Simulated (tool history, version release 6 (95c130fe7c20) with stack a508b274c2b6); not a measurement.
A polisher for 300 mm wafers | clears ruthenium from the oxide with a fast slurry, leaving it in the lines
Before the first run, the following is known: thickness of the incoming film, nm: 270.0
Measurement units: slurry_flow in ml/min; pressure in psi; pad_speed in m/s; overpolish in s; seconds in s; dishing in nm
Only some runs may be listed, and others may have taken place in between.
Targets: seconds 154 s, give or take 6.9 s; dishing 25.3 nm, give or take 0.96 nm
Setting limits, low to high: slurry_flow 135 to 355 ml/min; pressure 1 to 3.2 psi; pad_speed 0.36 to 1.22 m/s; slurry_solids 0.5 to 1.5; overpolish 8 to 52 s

run	day	slurry_flow	pressure	pad_speed	slurry_solids	overpolish	seconds	dishing
1	0	225	2.1	0.78	1	26	117.8	49.681
2	0.3	230	1.9	0.78	1	22	131.77	38.485
3	0.525	230	1.9	0.7	1	22	144.56	35.782
4	0.638	235	1.9	0.7	1	19	142.33	31.139
5	0.696	235	1.9	0.7	1	25	144.56	39.783
6	0.875	235	2.3	0.7	1	25	118.93	46.814
7	0.95	240	2.1	0.7	1	22	130.83	39.12
8	1.083	240	2	0.7	1	19	140.65	32.517
9	1.204	240	1.9	0.7	1	17	144.71	27.841

Consider the 4 candidate settings below. Which is the only one whose results all fall within their allowed miss of target?
A	1.325	290	1.4	0.88	1	16	?	?
B	1.325	135	2.6	0.58	1	19	?	?
C	1.325	265	1.9	0.74	0.95	15	?	?
D	1.325	245	1.5	0.76	1.25	21	?	?

move	seconds	dishing
A	155.16	25.225
B	135.69	33.603
C	140.71	26.03
D	155.49	32.494
A: every result within its allowed miss
B: further off than the last run
C: gets the furthest-off result to its target, but another result is out of tolerance
D: further off than the last run
The move that meets every target is A.
